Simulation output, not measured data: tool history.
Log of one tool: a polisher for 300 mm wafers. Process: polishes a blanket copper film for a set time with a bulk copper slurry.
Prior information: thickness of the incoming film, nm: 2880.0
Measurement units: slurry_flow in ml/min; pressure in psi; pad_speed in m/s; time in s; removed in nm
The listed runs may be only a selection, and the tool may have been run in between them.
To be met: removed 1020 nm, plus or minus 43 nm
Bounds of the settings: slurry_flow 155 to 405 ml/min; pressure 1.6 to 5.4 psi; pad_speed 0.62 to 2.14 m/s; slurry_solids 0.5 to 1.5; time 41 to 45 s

run,hour,slurry_flow,pressure,pad_speed,slurry_solids,time,removed
1,0,260,3.5,1.38,1,45,715.6
2,7.5,285,3.5,1.38,1,45,737.1
3,12.9,285,2.7,1.38,1,45,575.55
4,17,330,2.7,1.38,1,45,577.98
5,20.8,330,2.7,1.38,0.9,45,563.94
6,27.1,330,3,1.38,0.9,45,623.73
7,28.9,330,3,1.38,0.9,45,626.87
8,29.5,330,3,1.38,0.9,45,636.93
9,36.6,330,3.2,1.38,0.9,45,661.8
10,42.1,330,3.4,1.38,0.9,45,699.03
11,45.7,330,3.6,1.38,0.9,45,758.38
12,53.7,330,3.7,1.38,0.9,45,765.18
13,55.4,330,3.8,1.38,0.9,45,801.88

Next run, 4 choices. One meets every target within its allowed miss, the rest don't. Which?
A,57.1,315,2.5,1.52,1.1,41,?
B,57.1,345,5,1.56,0.85,45,?
C,57.1,275,4.1,1.62,1.15,45,?
D,57.1,360,3.5,1.52,0.85,41,?

move,removed
A,532.69
B,1119.1
C,993.09
D,706.61
A: its largest miss is bigger than the last run's
B: the result that was furthest off in the last run now lies on the other side of its target
C: in spec on every target
D: its largest miss is bigger than the last run's
Go with C: it meets all targets.
